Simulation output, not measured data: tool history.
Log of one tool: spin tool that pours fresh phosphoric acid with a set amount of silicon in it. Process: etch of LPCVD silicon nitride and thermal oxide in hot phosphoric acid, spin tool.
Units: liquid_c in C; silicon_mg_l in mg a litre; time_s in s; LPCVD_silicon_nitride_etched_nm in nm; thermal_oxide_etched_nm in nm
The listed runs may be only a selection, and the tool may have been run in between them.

run	day	liquid_c	silicon_mg_l	time_s	LPCVD_silicon_nitride_etched_nm	thermal_oxide_etched_nm
1	0	161	28	55	3.9979	0.021718
2	0.067	161.5	26.5	60	4.4605	0.11228
3	0.367	161.5	18.5	60	4.4283	0.1404
4	0.604	161.5	4	60	4.4141	0.05949
5	0.771	161.5	4	45	3.3401	0.13225
6	1.008	163	4	45	3.5009	0.10991
7	1.225	163	6	50	3.8879	0.14974
8	1.546	163	8.5	55	4.177	0.11423
9	1.758	163	10	60	4.5751	0.24346

Run 10 has not been measured yet. What should we expect?
10	2.029	162.5	11.5	65	?	?

{"run 10": {"LPCVD_silicon_nitride_etched_nm": 4.9949, "thermal_oxide_etched_nm": 0.16858}}
